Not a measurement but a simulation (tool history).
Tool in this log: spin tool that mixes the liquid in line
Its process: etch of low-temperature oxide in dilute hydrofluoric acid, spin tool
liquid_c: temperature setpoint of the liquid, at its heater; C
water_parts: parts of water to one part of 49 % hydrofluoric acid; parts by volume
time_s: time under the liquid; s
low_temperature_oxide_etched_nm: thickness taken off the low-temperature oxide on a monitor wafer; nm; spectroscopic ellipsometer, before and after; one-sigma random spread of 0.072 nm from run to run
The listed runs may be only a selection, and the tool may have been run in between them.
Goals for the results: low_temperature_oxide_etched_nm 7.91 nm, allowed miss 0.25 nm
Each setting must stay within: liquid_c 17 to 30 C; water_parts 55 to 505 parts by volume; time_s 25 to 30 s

run	hour	liquid_c	water_parts	time_s	low_temperature_oxide_etched_nm
1	0	22	280	30	2.9016
2	1.5	23.5	250	30	3.5113
3	8.9	24.5	225	30	4.1223
4	17.6	25.5	205	30	4.854
5	23	26	195	30	5.2376
6	31.6	26	195	30	5.2439
7	32.9	30	120	30	10.644
8	41.4	29.5	120	30	10.448
9	47.2	29	120	30	10.328
10	50.7	28	120	30	10.103
11	59.6	27	120	30	9.7088

4 next moves are on the table. One of them brings every result within its allowed miss. Which?
A	68.5	23	115	25	?
B	68.5	24.5	80	30	?
C	68.5	21.5	100	25	?
D	68.5	26.5	95	30	?

move	low_temperature_oxide_etched_nm
A	7.1455
B	13.658
C	7.8746
D	12.206
A: pushes the last run's worst result past its target
B: its largest miss is bigger than the last run's
C: all results land within tolerance of their targets
D: its largest miss is bigger than the last run's
Move C is the one to make.

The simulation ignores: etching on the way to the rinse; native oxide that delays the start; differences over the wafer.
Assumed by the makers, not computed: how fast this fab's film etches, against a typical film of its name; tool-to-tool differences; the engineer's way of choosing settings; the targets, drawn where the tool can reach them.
